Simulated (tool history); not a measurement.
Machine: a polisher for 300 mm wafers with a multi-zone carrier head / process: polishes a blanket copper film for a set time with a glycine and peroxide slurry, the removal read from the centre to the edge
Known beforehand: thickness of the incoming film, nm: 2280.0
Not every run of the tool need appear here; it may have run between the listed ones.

run  hour  flow of slurry (ml/min)  pressure of the head's centre zone  pressure of the head's middle zone  pressure of the head's edge zone  polishing time (s)  film removed at the wafer's centre (Å)  film removed at mid-radius (Å)  film removed at the wafer's edge (Å)
  1   0.0                      150                                1.00                                1.00                              1.00                  85                                  4665.6                          4721.8                                4537.2
  2   1.2                      150                                1.04                                1.00                              1.00                  85                                  4744.5                          4806.9                                4482.2
  3   5.3                      130                                1.04                                1.00                              1.00                  85                                  4752.8                          4579.7                                4336.6
  4  10.0                      125                                1.03                                1.00                              0.99                  83                                  4495.5                          4419.3                                4166.8
  5  16.4                      120                                1.02                                0.99                              0.98                  82                                  4332.7                          4248.5                                4095.1
  6  21.2                      120                                1.02                                0.91                              0.98                  82                                  4309.6                          4014.1                                4086.2
  7  27.6                      120                                1.02                                0.91                              0.97                  81                                  4321.1                          4033.4                                4111.1
  8  34.0                      115                                1.02                                0.92                              0.96                  79                                  4221.9                          3816.2                                3857.1
  9  36.2                      115                                1.01                                0.93                              0.95                  78                                  4094.0                          3921.3                                3840.1
 10  41.3                      115                                1.01                                0.93                              0.94                  77                                  4023.8                          3742.8                                3737.6
 11  42.2                      115                                1.00                                0.93                              0.93                  77                                  3978.8                          3803.8                                3696.6
 12  45.3                      105                                0.97                                0.86                              0.84                  71                                  3503.3                          3217.9                                3409.9

Run 13 comes next. What will it give?
 13  54.3                      105                                0.97                                0.87                              0.84                  71                                       ?                               ?                                     ?

{"run 13": {"film removed at the wafer's centre (Å)": 3459.0, "film removed at mid-radius (Å)": 3238.8, "film removed at the wafer's edge (Å)": 3264.4}}

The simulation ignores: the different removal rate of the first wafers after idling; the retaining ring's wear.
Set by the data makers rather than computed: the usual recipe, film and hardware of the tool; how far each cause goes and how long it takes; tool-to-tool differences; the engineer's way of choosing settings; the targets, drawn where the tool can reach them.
